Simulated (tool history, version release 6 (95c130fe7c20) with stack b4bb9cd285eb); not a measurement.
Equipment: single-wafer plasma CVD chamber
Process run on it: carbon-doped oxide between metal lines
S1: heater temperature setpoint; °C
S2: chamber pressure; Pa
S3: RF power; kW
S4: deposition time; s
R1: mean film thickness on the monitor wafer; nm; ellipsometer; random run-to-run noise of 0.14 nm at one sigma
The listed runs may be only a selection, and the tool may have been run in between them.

run	day	S1	S2	S3	S4	R1
1	0	360	588	0.43	11.5	52.332
2	0.162	368	588	0.43	11.5	51.509
3	0.5	368	588	0.39	11.5	48.192
4	0.658	368	536	0.39	11.5	47.81
5	0.854	366	557	0.415	11.5	50.303
6	0.879	366	557	0.47	11.5	54.35
7	1.096	364	581	0.475	11.5	55.115
8	1.217	363	600	0.48	11.5	55.895
9	1.25	362	615	0.485	11.5	56.691

Forecast run 10:
10	1.529	361	628	0.49	11.5	?

Run 10 measured R1 57.474 nm.
